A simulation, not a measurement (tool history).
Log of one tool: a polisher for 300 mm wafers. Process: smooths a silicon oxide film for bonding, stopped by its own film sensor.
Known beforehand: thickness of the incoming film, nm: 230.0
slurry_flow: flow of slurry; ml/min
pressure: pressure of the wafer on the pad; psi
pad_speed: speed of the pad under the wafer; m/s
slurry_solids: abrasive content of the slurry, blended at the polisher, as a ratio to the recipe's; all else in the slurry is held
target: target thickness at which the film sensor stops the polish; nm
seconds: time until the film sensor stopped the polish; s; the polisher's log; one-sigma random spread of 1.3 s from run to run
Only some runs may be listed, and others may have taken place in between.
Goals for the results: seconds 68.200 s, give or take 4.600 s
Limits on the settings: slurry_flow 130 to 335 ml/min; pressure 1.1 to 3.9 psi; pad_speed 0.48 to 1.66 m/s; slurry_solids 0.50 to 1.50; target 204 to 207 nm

Run 1, hour 0.0: slurry_flow 215 ml/min, pressure 2.5 psi, pad_speed 1.06 m/s, slurry_solids 1.00, target 204 nm. Result: seconds 30.344 s.
Run 2, hour 8.1: slurry_flow 215 ml/min, pressure 2.5 psi, pad_speed 1.06 m/s, slurry_solids 0.80, target 204 nm. Result: seconds 31.095 s.
Run 3, hour 11.6: slurry_flow 265 ml/min, pressure 2.5 psi, pad_speed 1.06 m/s, slurry_solids 0.80, target 204 nm. Result: seconds 30.572 s.
Run 4, hour 16.3: slurry_flow 295 ml/min, pressure 2.5 psi, pad_speed 1.06 m/s, slurry_solids 0.80, target 204 nm. Result: seconds 30.312 s.
At hour 20.4: slurry nozzle cleaned.
Run 5, hour 20.4: slurry_flow 295 ml/min, pressure 3.1 psi, pad_speed 1.06 m/s, slurry_solids 0.80, target 204 nm. Result: seconds 24.045 s.
Run 6, hour 28.9: slurry_flow 295 ml/min, pressure 3.1 psi, pad_speed 1.06 m/s, slurry_solids 0.80, target 204 nm. Result: seconds 23.960 s.
Run 7, hour 36.9: slurry_flow 295 ml/min, pressure 2.6 psi, pad_speed 0.96 m/s, slurry_solids 0.80, target 204 nm. Result: seconds 29.095 s.
Run 8, hour 42.3: slurry_flow 260 ml/min, pressure 2.2 psi, pad_speed 0.84 m/s, slurry_solids 0.70, target 204 nm. Result: seconds 41.506 s.
Run 9, hour 50.0: slurry_flow 260 ml/min, pressure 1.9 psi, pad_speed 0.82 m/s, slurry_solids 0.70, target 204 nm. Result: seconds 50.343 s.
Run 10, hour 52.7: slurry_flow 260 ml/min, pressure 1.8 psi, pad_speed 0.82 m/s, slurry_solids 0.70, target 204 nm. Result: seconds 51.308 s.
Run 11, hour 59.8: slurry_flow 260 ml/min, pressure 1.7 psi, pad_speed 0.80 m/s, slurry_solids 0.70, target 204 nm. Result: seconds 56.096 s.
Run 12, hour 64.7: slurry_flow 260 ml/min, pressure 1.6 psi, pad_speed 0.80 m/s, slurry_solids 0.70, target 204 nm. Result: seconds 58.686 s.
Run 13, hour 67.7: slurry_flow 260 ml/min, pressure 1.5 psi, pad_speed 0.80 m/s, slurry_solids 0.70, target 204 nm. Result: seconds 61.438 s.

Exercise: of the 4 proposed moves below, exactly one satisfies all targets within the stated allowed misses. Which move is it?
Run A, hour 70.7: slurry_flow 300 ml/min, pressure 1.1 psi, pad_speed 0.86 m/s, slurry_solids 0.55, target 204 nm. Result: seconds ?.
Run B, hour 70.7: slurry_flow 235 ml/min, pressure 1.1 psi, pad_speed 0.86 m/s, slurry_solids 0.80, target 207 nm. Result: seconds ?.
Run C, hour 70.7: slurry_flow 230 ml/min, pressure 1.5 psi, pad_speed 0.74 m/s, slurry_solids 0.70, target 207 nm. Result: seconds ?.
Run D, hour 70.7: slurry_flow 280 ml/min, pressure 1.5 psi, pad_speed 0.82 m/s, slurry_solids 0.75, target 204 nm. Result: seconds ?.

move  seconds
   A   83.381
   B   66.981
   C   58.048
   D   58.628
A: the result that was furthest off in the last run now lies on the other side of its target
B: every result lands within tolerance
C: misses by more than the last run did
D: misses by more than the last run did
B meets every target.
